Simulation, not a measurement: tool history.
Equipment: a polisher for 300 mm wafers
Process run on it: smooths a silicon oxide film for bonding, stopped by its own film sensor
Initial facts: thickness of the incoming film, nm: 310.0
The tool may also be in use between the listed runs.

| run | hour | flow of slurry (ml/min) | pressure of the wafer on the pad (kPa) | speed of the pad under the wafer (m/s) | abrasive content of the slurry | target thickness at which the film sensor stops the polish (nm) | time until the film sensor stopped the polish (s) |
|---|---|---|---|---|---|---|---|
| 1 | 0.0 | 225 | 14.5 | 1.02 | 1.0 | 274 | 56.065 |
| 2 | 1.4 | 225 | 14.5 | 0.84 | 1.0 | 274 | 65.411 |
| 3 | 3.5 | 270 | 14.5 | 0.84 | 1.0 | 274 | 64.863 |
| 4 | 5.8 | 270 | 13.8 | 0.84 | 1.0 | 274 | 67.836 |
| 5 | 13.8 | 270 | 13.8 | 0.84 | 1.2 | 274 | 59.789 |
| 6 | 20.7 | 270 | 13.8 | 0.84 | 1.0 | 274 | 67.026 |
| 7 | 23.4 | 270 | 13.1 | 0.84 | 1.0 | 274 | 70.631 |

Run 8 has not been measured yet. What should we expect?
| 8 | 27.3 | 270 | 11.7 | 0.84 | 1.0 | 274 | ? |

{"run 8": {"time until the film sensor stopped the polish (s)": 78.826}}

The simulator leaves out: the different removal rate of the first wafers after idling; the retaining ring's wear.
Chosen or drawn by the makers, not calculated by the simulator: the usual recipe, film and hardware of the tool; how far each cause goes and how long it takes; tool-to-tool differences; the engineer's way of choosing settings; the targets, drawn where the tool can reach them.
